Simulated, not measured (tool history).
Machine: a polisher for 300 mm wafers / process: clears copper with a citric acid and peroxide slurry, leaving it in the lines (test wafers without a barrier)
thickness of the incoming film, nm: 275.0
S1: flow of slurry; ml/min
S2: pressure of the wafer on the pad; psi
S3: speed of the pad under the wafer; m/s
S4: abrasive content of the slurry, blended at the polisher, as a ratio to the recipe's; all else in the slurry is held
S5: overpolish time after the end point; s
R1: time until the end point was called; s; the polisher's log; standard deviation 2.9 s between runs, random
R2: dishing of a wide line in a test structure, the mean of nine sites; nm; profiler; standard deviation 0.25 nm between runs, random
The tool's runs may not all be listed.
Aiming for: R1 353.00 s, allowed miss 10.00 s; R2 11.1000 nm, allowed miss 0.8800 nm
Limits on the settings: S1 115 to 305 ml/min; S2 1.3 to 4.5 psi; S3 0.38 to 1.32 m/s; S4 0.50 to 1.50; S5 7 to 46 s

run    day   S1   S2    S3    S4  S5      R1       R2
  1  0.000  195  2.9  0.84  1.00  24  183.66  25.8440
  2  0.154  190  2.5  0.82  1.00  22  205.24  20.9030
  3  0.279  190  2.2  0.76  1.00  22  237.61  18.4300
  4  0.396  185  2.0  0.72  1.00  21  264.18  16.0130
  5  0.762  185  2.0  0.72  0.85  21  277.85  15.3690
  6  1.050  185  2.0  0.92  0.85  21  221.58  18.8640
  7  1.179  180  1.8  0.86  0.85  20  252.72  16.0360
  8  1.388  165  1.3  0.68  0.85  18  373.60  10.4410
  9  1.462  165  1.3  0.68  0.85  18  377.02  10.2280
 10  1.592  175  1.3  0.68  0.85  18  369.15   9.7960

Which single option among these 5 for the next run brings every result within its allowed miss of target? Just one does.
  A  1.721  170  1.9  0.60  0.65  19   ?   ?
  B  1.721  235  1.4  0.74  0.75  18   ?   ?
  C  1.721  205  1.6  0.58  1.00  23   ?   ?
  D  1.721  185  1.8  0.54  0.65  15   ?   ?
  E  1.721  145  1.3  0.76  0.85  24   ?   ?

move      R1       R2
   A  353.98  10.9210
   B  324.99  11.2120
   C  349.49  13.2250
   D  391.43   7.8989
   E  345.43  13.8690
A: every result within its allowed miss
B: moves the result that the last run missed by most past its target, out the other side
C: brings the result that was furthest off to its target, and leaves another outside
D: lands further from the targets than the last run did
E: brings the result that was furthest off to its target, and leaves another outside
Answer: A
